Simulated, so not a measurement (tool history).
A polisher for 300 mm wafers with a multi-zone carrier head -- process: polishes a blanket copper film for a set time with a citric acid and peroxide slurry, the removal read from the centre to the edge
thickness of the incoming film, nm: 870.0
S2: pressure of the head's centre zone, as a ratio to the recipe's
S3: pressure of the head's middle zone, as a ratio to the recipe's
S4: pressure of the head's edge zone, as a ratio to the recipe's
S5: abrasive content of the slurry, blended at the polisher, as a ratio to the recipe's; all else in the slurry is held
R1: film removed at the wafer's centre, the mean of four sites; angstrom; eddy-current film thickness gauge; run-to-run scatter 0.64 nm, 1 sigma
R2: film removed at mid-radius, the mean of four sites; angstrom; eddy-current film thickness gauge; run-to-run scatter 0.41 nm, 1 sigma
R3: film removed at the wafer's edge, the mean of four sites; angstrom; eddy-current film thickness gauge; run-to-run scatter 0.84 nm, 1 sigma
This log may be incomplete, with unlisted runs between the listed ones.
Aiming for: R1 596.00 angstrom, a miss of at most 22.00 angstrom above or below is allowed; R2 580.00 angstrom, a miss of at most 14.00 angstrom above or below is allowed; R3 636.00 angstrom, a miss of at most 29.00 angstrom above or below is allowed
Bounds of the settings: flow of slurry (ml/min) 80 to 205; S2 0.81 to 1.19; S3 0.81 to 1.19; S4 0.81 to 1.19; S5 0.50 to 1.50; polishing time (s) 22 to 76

Run 1, hour 0.0: flow of slurry (ml/min) 135, S2 1.00, S3 1.00, S4 1.00, S5 1.00, polishing time (s) 49. Result: R1 1297.80 angstrom, R2 1259.70 angstrom, R3 1237.30 angstrom.
Run 2, hour 3.7: flow of slurry (ml/min) 120, S2 0.96, S3 0.95, S4 0.97, S5 0.85, polishing time (s) 42. Result: R1 981.60 angstrom, R2 963.55 angstrom, R3 962.70 angstrom.
Run 3, hour 9.9: flow of slurry (ml/min) 120, S2 1.00, S3 0.95, S4 0.97, S5 0.85, polishing time (s) 42. Result: R1 1027.60 angstrom, R2 967.30 angstrom, R3 964.19 angstrom.
Run 4, hour 12.4: flow of slurry (ml/min) 120, S2 1.00, S3 0.99, S4 0.97, S5 0.85, polishing time (s) 42. Result: R1 1009.60 angstrom, R2 1006.90 angstrom, R3 948.40 angstrom.
At hour 17.8: edge zone pressure recalibrated.
Run 5, hour 17.8: flow of slurry (ml/min) 120, S2 1.00, S3 0.99, S4 0.97, S5 0.65, polishing time (s) 42. Result: R1 924.17 angstrom, R2 908.84 angstrom, R3 926.74 angstrom.
Run 6, hour 23.0: flow of slurry (ml/min) 120, S2 1.00, S3 0.99, S4 0.97, S5 0.85, polishing time (s) 42. Result: R1 1018.10 angstrom, R2 983.02 angstrom, R3 1000.80 angstrom.
Run 7, hour 29.8: flow of slurry (ml/min) 105, S2 0.98, S3 0.96, S4 0.98, S5 0.75, polishing time (s) 38. Result: R1 834.58 angstrom, R2 824.74 angstrom, R3 853.52 angstrom.
Run 8, hour 38.0: flow of slurry (ml/min) 100, S2 0.96, S3 0.92, S4 0.96, S5 0.65, polishing time (s) 36. Result: R1 722.60 angstrom, R2 712.18 angstrom, R3 759.41 angstrom.
Run 9, hour 43.6: flow of slurry (ml/min) 95, S2 0.94, S3 0.89, S4 0.93, S5 0.60, polishing time (s) 36. Result: R1 692.81 angstrom, R2 666.78 angstrom, R3 708.29 angstrom.

Which one of the following 4 next-run settings gets every result inside its allowed miss? There is exactly one.
Run A, hour 49.2: flow of slurry (ml/min) 95, S2 0.93, S3 0.89, S4 0.93, S5 0.60, polishing time (s) 32. Result: R1 ?, R2 ?, R3 ?.
Run B, hour 49.2: flow of slurry (ml/min) 100, S2 1.05, S3 0.95, S4 0.81, S5 0.65, polishing time (s) 29. Result: R1 ?, R2 ?, R3 ?.
Run C, hour 49.2: flow of slurry (ml/min) 80, S2 0.97, S3 1.01, S4 0.99, S5 0.60, polishing time (s) 32. Result: R1 ?, R2 ?, R3 ?.
Run D, hour 49.2: flow of slurry (ml/min) 95, S2 1.11, S3 0.84, S4 0.81, S5 0.60, polishing time (s) 33. Result: R1 ?, R2 ?, R3 ?.

move      R1      R2      R3
   A  599.97  585.03  635.95
   B  643.16  584.51  563.34
   C  600.03  626.27  637.79
   D  739.20  574.80  616.64
A: meets every target
B: the furthest-off result lands on target, but another misses its tolerance
C: an improvement on the last run, though not all results are within tolerance
D: the furthest-off result lands on target, but another misses its tolerance
Go with A: it meets all targets.

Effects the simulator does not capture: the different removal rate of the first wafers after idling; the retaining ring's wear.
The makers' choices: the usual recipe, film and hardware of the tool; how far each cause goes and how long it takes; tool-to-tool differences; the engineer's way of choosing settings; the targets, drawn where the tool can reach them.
